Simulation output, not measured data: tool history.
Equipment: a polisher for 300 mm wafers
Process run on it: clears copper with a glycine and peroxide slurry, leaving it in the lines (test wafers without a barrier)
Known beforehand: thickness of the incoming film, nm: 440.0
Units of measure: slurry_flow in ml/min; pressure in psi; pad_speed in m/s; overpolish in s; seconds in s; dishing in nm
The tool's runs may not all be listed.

| run | day | slurry_flow | pressure | pad_speed | overpolish | seconds | dishing |
|---|---|---|---|---|---|---|---|
| 1 | 0 | 155 | 2.3 | 1.1 | 12 | 83.685 | 39.048 |
| 2 | 0.192 | 155 | 2.3 | 0.86 | 12 | 100.86 | 34.268 |
| 3 | 0.329 | 155 | 2.5 | 0.9 | 10 | 88.849 | 32.469 |
| 4 | 0.629 | 155 | 2.7 | 0.9 | 10 | 85.131 | 33.819 |
| 5 | 0.95 | 155 | 2.7 | 0.9 | 7 | 86.85 | 26.657 |
| 6 | 1.183 | 155 | 2.7 | 0.9 | 5 | 85.038 | 18.945 |
| 7 | 1.483 | 160 | 2.9 | 0.9 | 5 | 81.071 | 20.352 |
| 8 | 1.754 | 160 | 3.1 | 0.92 | 5 | 74.522 | 21.224 |

Run 9 is up next; what results do you expect?
| 9 | 1.888 | 175 | 3.6 | 0.94 | 6 | ? | ? |

Logged for run 9: seconds 63.088 s, dishing 28.539 nm.
